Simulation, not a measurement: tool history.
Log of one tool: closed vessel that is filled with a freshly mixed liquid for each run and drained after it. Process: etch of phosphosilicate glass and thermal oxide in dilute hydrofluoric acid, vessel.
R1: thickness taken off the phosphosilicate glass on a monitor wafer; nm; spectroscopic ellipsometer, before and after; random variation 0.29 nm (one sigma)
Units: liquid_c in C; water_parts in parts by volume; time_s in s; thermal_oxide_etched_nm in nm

run 1 hour=0.0 | liquid_c=23.0 water_parts=110 time_s=60 | R1=55.211 thermal_oxide_etched_nm=2.1433
run 2 hour=2.3 | liquid_c=22.5 water_parts=115 time_s=60 | R1=51.937 thermal_oxide_etched_nm=2.0702
run 3 hour=4.8 | liquid_c=25.0 water_parts=115 time_s=60 | R1=56.797 thermal_oxide_etched_nm=2.3432
run 4 hour=8.0 | liquid_c=25.0 water_parts=100 time_s=60 | R1=66.464 thermal_oxide_etched_nm=2.6635
run 5 hour=14.9 | liquid_c=24.5 water_parts=105 time_s=60 | R1=62.372 thermal_oxide_etched_nm=2.4905
run 6 hour=23.7 | liquid_c=24.5 water_parts=105 time_s=50 | R1=51.353 thermal_oxide_etched_nm=2.0502
run 7 hour=30.1 | liquid_c=24.0 water_parts=110 time_s=50 | R1=47.263 thermal_oxide_etched_nm=1.9933
run 8 hour=37.3 | liquid_c=23.0 water_parts=110 time_s=50 | R1=45.426 thermal_oxide_etched_nm=1.8706
run 9 hour=43.6 | liquid_c=22.5 water_parts=110 time_s=50 | R1=44.667 thermal_oxide_etched_nm=1.8383

Run 10 comes next. What will it give?
run 10 hour=45.6 | liquid_c=22.0 water_parts=110 time_s=50 | R1=? thermal_oxide_etched_nm=?

R1: 43.176 nm
thermal_oxide_etched_nm: 1.8137 nm

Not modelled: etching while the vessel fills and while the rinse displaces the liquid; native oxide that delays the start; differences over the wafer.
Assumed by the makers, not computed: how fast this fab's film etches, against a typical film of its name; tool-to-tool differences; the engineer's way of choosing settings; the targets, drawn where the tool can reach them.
